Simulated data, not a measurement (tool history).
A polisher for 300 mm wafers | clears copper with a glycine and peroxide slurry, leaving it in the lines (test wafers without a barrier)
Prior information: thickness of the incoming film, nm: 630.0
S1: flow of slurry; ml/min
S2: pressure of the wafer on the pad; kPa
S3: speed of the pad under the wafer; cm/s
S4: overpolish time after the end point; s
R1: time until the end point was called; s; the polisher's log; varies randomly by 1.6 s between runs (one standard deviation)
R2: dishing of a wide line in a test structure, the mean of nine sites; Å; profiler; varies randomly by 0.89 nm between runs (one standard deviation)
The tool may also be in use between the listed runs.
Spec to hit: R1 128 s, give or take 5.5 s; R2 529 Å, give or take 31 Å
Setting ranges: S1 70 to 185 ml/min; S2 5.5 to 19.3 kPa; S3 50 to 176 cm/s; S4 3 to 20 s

run,hour,S1,S2,S3,S4,R1,R2
1,0,120,12.4,112,10,150.86,295.86
2,2.2,120,13.1,112,11,142.87,331.07
3,9.2,120,10.3,112,11,169.05,298.68
4,17.1,120,8.3,112,11,189.66,271.3
5,21.5,95,8.3,112,11,207.84,246.35
6,26.7,100,9,112,12,198.27,284.69
7,32.6,105,9.7,112,12,179.27,295.2
# hour 33.3: slurry nozzle cleaned
8,33.3,110,9.7,112,13,151.84,365.67
9,36.9,115,10.3,110,16,145.49,462.9

Exactly one of the 5 candidate moves below puts every result within its allowed miss. Which one?
A,40.5,125,12.4,126,17,?,?
B,40.5,80,12.4,92,14,?,?
C,40.5,120,13.8,128,9,?,?
D,40.5,110,12.4,128,13,?,?
E,40.5,105,9.7,152,18,?,?

move,R1,R2
A,120.6,562.47
B,163.13,387.68
C,112.8,362.95
D,123.18,453.22
E,130.72,543.59
A: carries the result that was furthest off beyond its target, to the other side
B: the biggest miss grows against the last run
C: carries the result that was furthest off beyond its target, to the other side
D: meets the target for the result that was furthest off, but another lies outside its allowed miss
E: every result lands within tolerance
E is the move that brings every result within its allowed miss.
